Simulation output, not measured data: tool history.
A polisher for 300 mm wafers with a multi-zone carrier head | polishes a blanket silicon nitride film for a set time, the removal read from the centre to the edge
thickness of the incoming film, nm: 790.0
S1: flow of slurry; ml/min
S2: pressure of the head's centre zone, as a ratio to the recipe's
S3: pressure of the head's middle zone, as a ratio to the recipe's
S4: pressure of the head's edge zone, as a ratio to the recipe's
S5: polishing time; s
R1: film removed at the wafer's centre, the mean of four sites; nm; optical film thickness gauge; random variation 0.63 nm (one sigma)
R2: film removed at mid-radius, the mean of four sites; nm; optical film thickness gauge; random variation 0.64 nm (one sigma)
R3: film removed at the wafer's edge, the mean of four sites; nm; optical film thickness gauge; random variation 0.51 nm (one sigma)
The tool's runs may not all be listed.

run,day,S1,S2,S3,S4,S5,R1,R2,R3
1,0,300,1,1,1,58,90.477,91.948,89.076
2,0.246,335,1,1,1,58,93.164,94.619,91.118
3,0.412,300,1,1,1,58,93.35,92.954,91.527
4,0.746,300,1,0.94,1,58,91.925,89.754,90.165
5,0.796,300,1,0.94,1.06,58,92.716,88.986,91.181
6,0.879,300,1,0.94,1.06,67,107.26,102.15,106.55
7,1.017,300,1.01,0.93,1.04,60,96.517,90.923,95.869
8,1.092,300,1.03,0.95,1.01,54,87.925,82.387,84.127
9,1.412,300,1.04,0.96,0.99,50,82.903,78.632,77.41
10,1.646,295,1.05,0.95,0.98,47,78.177,73.121,70.898
# day 1.942: worn pad replaced by a new one
11,1.942,285,1.05,0.93,0.96,45,79.946,75.804,74.448
12,2.262,290,1.06,0.95,0.99,44,81.135,74.04,73.24

Forecast run 13:
13,2.35,290,1.06,0.93,0.97,41,?,?,?

{"run 13": {"R1": 76.375, "R2": 69.906, "R3": 67.769}}
